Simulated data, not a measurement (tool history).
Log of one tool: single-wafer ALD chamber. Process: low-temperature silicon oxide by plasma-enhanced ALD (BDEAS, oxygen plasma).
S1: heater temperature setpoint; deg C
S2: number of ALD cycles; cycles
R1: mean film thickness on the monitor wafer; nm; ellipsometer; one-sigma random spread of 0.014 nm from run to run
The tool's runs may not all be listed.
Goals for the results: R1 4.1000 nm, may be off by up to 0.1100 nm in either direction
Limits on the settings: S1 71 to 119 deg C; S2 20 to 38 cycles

Run 1, hour 0.0: S1 95 deg C, S2 29 cycles. Result: R1 4.5188 nm.
Run 2, hour 6.4: S1 95 deg C, S2 27 cycles. Result: R1 4.2297 nm.
Run 3, hour 8.1: S1 86 deg C, S2 27 cycles. Result: R1 4.3601 nm.
Run 4, hour 16.2: S1 79 deg C, S2 27 cycles. Result: R1 4.4644 nm.
Run 5, hour 17.7: S1 71 deg C, S2 27 cycles. Result: R1 4.6036 nm.
Run 6, hour 21.0: S1 71 deg C, S2 30 cycles. Result: R1 5.1343 nm.
Run 7, hour 26.6: S1 76 deg C, S2 29 cycles. Result: R1 4.8369 nm.
Run 8, hour 32.3: S1 81 deg C, S2 28 cycles. Result: R1 4.5797 nm.
Run 9, hour 36.0: S1 81 deg C, S2 28 cycles. Result: R1 4.5812 nm.
Run 10, hour 38.6: S1 84 deg C, S2 27 cycles. Result: R1 4.4086 nm.
Run 11, hour 40.8: S1 86 deg C, S2 27 cycles. Result: R1 4.3749 nm.
Run 12, hour 45.4: S1 88 deg C, S2 27 cycles. Result: R1 4.3654 nm.
Run 13, hour 46.6: S1 90 deg C, S2 27 cycles. Result: R1 4.3147 nm.
Run 14, hour 51.6: S1 91 deg C, S2 27 cycles. Result: R1 4.3082 nm.
Run 15, hour 53.7: S1 92 deg C, S2 27 cycles. Result: R1 4.2780 nm.
Run 16, hour 57.9: S1 93 deg C, S2 27 cycles. Result: R1 4.2730 nm.

Pick the move, out of 4, that brings all results within their allowed miss; only one does.
Run A, hour 62.1: S1 92 deg C, S2 24 cycles. Result: R1 ?.
Run B, hour 62.1: S1 91 deg C, S2 24 cycles. Result: R1 ?.
Run C, hour 62.1: S1 91 deg C, S2 26 cycles. Result: R1 ?.
Run D, hour 62.1: S1 104 deg C, S2 25 cycles. Result: R1 ?.

move      R1
   A  3.8179
   B  3.8315
   C  4.1508
   D  3.8359
A: carries the result that was furthest off beyond its target, to the other side
B: carries the result that was furthest off beyond its target, to the other side
C: each result inside its tolerance
D: carries the result that was furthest off beyond its target, to the other side
So the answer is move C, the one that meets all the targets.
